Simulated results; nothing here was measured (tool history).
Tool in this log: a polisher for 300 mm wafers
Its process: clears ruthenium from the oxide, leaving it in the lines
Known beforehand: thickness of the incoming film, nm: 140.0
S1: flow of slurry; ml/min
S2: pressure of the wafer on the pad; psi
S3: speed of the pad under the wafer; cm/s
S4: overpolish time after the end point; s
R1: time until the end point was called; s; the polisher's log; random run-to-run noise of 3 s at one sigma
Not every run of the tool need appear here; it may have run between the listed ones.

run  hour   S1   S2   S3  S4      R1
  1   0.0  245  1.6  106  14  153.94
  2   5.9  245  1.6  106  15  152.74
  3  12.5  245  2.0  106  15  126.44
  4  19.8  195  2.0  106  15  130.99
  5  25.8  190  1.6  100  15  163.48
  6  28.2  145  1.6  100  15  170.80
  7  32.0  145  1.3   94  15  214.13
  8  32.9  145  1.1   92  15  243.41

Expected results for the next run?
  9  38.5  145  1.0  92  15   ?

{"run 9": {"R1": 262.18}}
